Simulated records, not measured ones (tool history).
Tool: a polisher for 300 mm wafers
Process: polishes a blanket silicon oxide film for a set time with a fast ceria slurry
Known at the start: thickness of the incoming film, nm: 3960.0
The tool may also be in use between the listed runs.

| run | hour | flow of slurry (ml/min) | pressure of the wafer on the pad (psi) | speed of the pad under the wafer (cm/s) | polishing time (s) | film removed (Å) |
|---|---|---|---|---|---|---|
| 1 | 0.0 | 205 | 1.6 | 110 | 45 | 4424.9 |
| 2 | 2.3 | 205 | 1.6 | 98 | 45 | 3955.0 |
| 3 | 11.1 | 205 | 1.4 | 98 | 45 | 3543.1 |
| 4 | 11.8 | 205 | 1.4 | 98 | 45 | 3495.3 |
| 5 | 15.4 | 205 | 1.2 | 98 | 45 | 3013.6 |
| 6 | 16.5 | 205 | 1.2 | 98 | 41 | 2729.0 |

The next listed run, before its measurement:
| 7 | 18.6 | 205 | 1.1 | 98 | 41 | ? |

Run 7 gave film removed (Å) 2551.0.

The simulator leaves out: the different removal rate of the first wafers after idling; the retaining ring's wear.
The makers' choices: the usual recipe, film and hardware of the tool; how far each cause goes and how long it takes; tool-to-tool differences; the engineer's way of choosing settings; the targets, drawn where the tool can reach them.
